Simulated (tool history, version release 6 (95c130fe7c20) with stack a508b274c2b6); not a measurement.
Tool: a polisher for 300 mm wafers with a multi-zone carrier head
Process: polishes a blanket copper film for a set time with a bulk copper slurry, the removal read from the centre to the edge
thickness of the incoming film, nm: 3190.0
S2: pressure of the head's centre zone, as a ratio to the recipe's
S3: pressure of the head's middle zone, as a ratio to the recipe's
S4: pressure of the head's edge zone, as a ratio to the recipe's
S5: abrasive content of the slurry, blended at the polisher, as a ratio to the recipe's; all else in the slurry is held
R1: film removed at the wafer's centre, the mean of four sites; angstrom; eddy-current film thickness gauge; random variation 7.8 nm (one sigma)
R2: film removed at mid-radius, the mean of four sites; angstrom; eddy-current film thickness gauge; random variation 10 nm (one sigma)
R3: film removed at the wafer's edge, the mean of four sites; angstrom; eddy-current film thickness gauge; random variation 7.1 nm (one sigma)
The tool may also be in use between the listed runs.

run 1 hour=0 | flow_of_slurry_(ml/min)=160 S2=1 S3=1 S4=1 S5=1 polishing_time_(s)=58 | R1=4680.3 R2=4499.5 R3=4588.1
run 2 hour=3 | flow_of_slurry_(ml/min)=160 S2=0.92 S3=1 S4=1 S5=1 polishing_time_(s)=58 | R1=4331.8 R2=4499.2 R3=4587
run 3 hour=5 | flow_of_slurry_(ml/min)=160 S2=0.92 S3=1 S4=1 S5=1 polishing_time_(s)=70 | R1=5043.5 R2=5479 R3=5408.9
run 4 hour=13.5 | flow_of_slurry_(ml/min)=165 S2=0.93 S3=1.01 S4=1.01 S5=1.05 polishing_time_(s)=70 | R1=5223.4 R2=5544.2 R3=5501.1
run 5 hour=20.1 | flow_of_slurry_(ml/min)=180 S2=0.93 S3=1.01 S4=1.01 S5=1.05 polishing_time_(s)=70 | R1=5310.5 R2=5598.8 R3=5548
run 6 hour=25.6 | flow_of_slurry_(ml/min)=180 S2=0.93 S3=1.07 S4=1.01 S5=1.05 polishing_time_(s)=70 | R1=5448.2 R2=5803.3 R3=5547.3
run 7 hour=32 | flow_of_slurry_(ml/min)=205 S2=0.97 S3=1.12 S4=1.11 S5=1.3 polishing_time_(s)=73 | R1=6178.7 R2=6734 R3=6484

The next listed run, before its measurement:
run 8 hour=38.6 | flow_of_slurry_(ml/min)=205 S2=0.98 S3=1.12 S4=1.11 S5=1.3 polishing_time_(s)=73 | R1=? R2=? R3=?

R1: 6279.7 angstrom
R2: 6770.4 angstrom
R3: 6407.1 angstrom
